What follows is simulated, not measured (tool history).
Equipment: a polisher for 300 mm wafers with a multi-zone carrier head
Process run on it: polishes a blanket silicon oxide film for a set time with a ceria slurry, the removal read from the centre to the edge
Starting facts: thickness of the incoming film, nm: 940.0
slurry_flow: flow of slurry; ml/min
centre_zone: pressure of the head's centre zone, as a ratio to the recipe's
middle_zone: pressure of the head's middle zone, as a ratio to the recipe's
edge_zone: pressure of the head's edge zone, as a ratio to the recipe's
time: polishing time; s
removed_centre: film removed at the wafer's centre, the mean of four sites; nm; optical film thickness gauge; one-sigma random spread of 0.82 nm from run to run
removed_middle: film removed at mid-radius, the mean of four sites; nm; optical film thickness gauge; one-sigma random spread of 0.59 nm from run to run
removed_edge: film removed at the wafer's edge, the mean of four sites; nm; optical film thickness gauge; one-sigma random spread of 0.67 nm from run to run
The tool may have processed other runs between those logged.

| run | hour | slurry_flow | centre_zone | middle_zone | edge_zone | time | removed_centre | removed_middle | removed_edge |
|---|---|---|---|---|---|---|---|---|---|
| 1 | 0.0 | 225 | 1.00 | 1.00 | 1.00 | 46 | 151.21 | 146.36 | 143.66 |
| 2 | 7.5 | 220 | 1.00 | 0.98 | 0.98 | 44 | 142.51 | 138.67 | 137.10 |
| 3 | 14.8 | 220 | 1.00 | 0.98 | 0.98 | 53 | 169.16 | 168.94 | 161.75 |
| 4 | 23.3 | 220 | 1.01 | 0.96 | 0.96 | 49 | 159.34 | 151.61 | 148.74 |
| 5 | 26.8 | 220 | 1.01 | 0.95 | 0.94 | 46 | 148.57 | 141.80 | 138.58 |
| 6 | 33.0 | 220 | 1.02 | 0.93 | 0.92 | 43 | 140.07 | 130.91 | 129.88 |

Run 7 comes next. What will it give?
| 7 | 40.9 | 220 | 1.02 | 0.93 | 0.92 | 43 | ? | ? | ? |

removed_centre: 140.17 nm
removed_middle: 128.24 nm
removed_edge: 128.66 nm
